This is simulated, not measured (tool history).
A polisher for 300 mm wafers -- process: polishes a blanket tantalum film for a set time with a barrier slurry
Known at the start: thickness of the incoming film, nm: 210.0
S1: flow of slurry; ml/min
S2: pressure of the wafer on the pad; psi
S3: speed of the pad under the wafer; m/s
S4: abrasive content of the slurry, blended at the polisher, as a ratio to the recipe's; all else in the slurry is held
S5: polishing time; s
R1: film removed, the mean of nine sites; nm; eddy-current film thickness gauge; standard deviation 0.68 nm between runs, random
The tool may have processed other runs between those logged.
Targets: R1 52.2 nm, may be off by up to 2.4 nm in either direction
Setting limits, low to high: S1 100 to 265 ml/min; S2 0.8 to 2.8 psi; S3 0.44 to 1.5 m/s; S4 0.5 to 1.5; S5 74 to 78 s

run 1 hour=0 | S1=170 S2=1.8 S3=0.96 S4=1 S5=74 | R1=92.916
run 2 hour=3.9 | S1=170 S2=1.5 S3=0.94 S4=1 S5=74 | R1=78.114
run 3 hour=12.5 | S1=170 S2=1.3 S3=0.92 S4=1 S5=74 | R1=65.683
run 4 hour=19.3 | S1=170 S2=1.3 S3=0.92 S4=1 S5=78 | R1=69.553
run 5 hour=21.8 | S1=170 S2=1.3 S3=0.92 S4=1.2 S5=78 | R1=76.495
run 6 hour=29.3 | S1=170 S2=1.2 S3=0.9 S4=1.2 S5=78 | R1=67.421
run 7 hour=31.4 | S1=165 S2=0.8 S3=0.88 S4=1.2 S5=78 | R1=45.477
run 8 hour=38.6 | S1=175 S2=0.8 S3=0.88 S4=1.2 S5=78 | R1=45.543
run 9 hour=40.3 | S1=175 S2=1.1 S3=0.9 S4=1.2 S5=78 | R1=62.171
run 10 hour=45.6 | S1=170 S2=1.1 S3=0.9 S4=1.2 S5=78 | R1=62.491
run 11 hour=52.5 | S1=170 S2=1 S3=0.9 S4=1.2 S5=78 | R1=57.687
run 12 hour=60.2 | S1=165 S2=0.8 S3=0.9 S4=1.2 S5=78 | R1=47.338

4 next moves are on the table. One of them brings every result within its allowed miss. Which?
run A hour=67.9 | S1=120 S2=0.9 S3=0.8 S4=1.15 S5=74 | R1=?
run B hour=67.9 | S1=180 S2=1.1 S3=0.74 S4=1.1 S5=78 | R1=?
run C hour=67.9 | S1=180 S2=1 S3=0.92 S4=1.2 S5=78 | R1=?
run D hour=67.9 | S1=185 S2=1 S3=0.7 S4=1.1 S5=74 | R1=?

move=A R1=40.803
move=B R1=52.178
move=C R1=58.744
move=D R1=43.382
A: misses by more than the last run did
B: hits every target within its allowed miss
C: takes the result that was furthest off past its target
D: misses by more than the last run did
Go with B: it meets all targets.

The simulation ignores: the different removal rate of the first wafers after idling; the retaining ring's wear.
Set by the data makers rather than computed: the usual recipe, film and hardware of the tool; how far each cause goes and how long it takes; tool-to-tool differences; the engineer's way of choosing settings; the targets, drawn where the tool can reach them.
